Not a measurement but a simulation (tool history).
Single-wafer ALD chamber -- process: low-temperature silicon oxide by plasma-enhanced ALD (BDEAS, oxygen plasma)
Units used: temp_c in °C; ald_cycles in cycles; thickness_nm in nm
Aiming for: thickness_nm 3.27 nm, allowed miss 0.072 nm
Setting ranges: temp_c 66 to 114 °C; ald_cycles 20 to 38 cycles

Run 1, hour 0: temp_c 90 °C, ald_cycles 29 cycles. Result: thickness_nm 4.2035 nm.
Run 2, hour 3.8: temp_c 99 °C, ald_cycles 29 cycles. Result: thickness_nm 4.0977 nm.
Run 3, hour 7.6: temp_c 89 °C, ald_cycles 29 cycles. Result: thickness_nm 4.229 nm.
Run 4, hour 14.4: temp_c 82 °C, ald_cycles 29 cycles. Result: thickness_nm 4.3311 nm.
Run 5, hour 18.9: temp_c 82 °C, ald_cycles 25 cycles. Result: thickness_nm 3.7401 nm.
Run 6, hour 21.3: temp_c 74 °C, ald_cycles 25 cycles. Result: thickness_nm 3.844 nm.
Run 7, hour 23.2: temp_c 76 °C, ald_cycles 25 cycles. Result: thickness_nm 3.775 nm.
Run 8, hour 31: temp_c 77 °C, ald_cycles 25 cycles. Result: thickness_nm 3.7787 nm.
Run 9, hour 32.3: temp_c 79 °C, ald_cycles 25 cycles. Result: thickness_nm 3.7674 nm.
Run 10, hour 40.3: temp_c 91 °C, ald_cycles 21 cycles. Result: thickness_nm 3.0278 nm.

Below are 4 possible settings for the next run. Only one of them brings all results inside the allowed miss of their targets. Which is it?
Run A, hour 48.3: temp_c 91 °C, ald_cycles 20 cycles. Result: thickness_nm ?.
Run B, hour 48.3: temp_c 86 °C, ald_cycles 22 cycles. Result: thickness_nm ?.
Run C, hour 48.3: temp_c 100 °C, ald_cycles 22 cycles. Result: thickness_nm ?.
Run D, hour 48.3: temp_c 92 °C, ald_cycles 21 cycles. Result: thickness_nm ?.

move  thickness_nm
   A        2.8821
   B        3.2246
   C        3.0969
   D        3.0158
A: misses by more than the last run did
B: meets every target
C: better than the last run, though not everything is in spec
D: about the same distance from the targets as the last run
Answer: B
